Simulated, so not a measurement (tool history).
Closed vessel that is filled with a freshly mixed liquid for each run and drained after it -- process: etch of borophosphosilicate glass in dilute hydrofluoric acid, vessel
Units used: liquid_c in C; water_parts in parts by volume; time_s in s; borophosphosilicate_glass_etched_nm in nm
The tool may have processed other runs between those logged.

run,day,liquid_c,water_parts,time_s,borophosphosilicate_glass_etched_nm
1,0.000,26.0,235,90,18.865
2,0.021,24.5,235,90,17.781
3,0.217,24.5,235,90,17.829
4,0.583,24.5,235,90,17.875
5,0.900,24.5,200,90,21.694
6,1.025,23.0,205,90,19.939

Run 7 comes next. What will it give?
7,1.058,21.5,210,90,?

Run 7 measured borophosphosilicate_glass_etched_nm 18.240 nm.
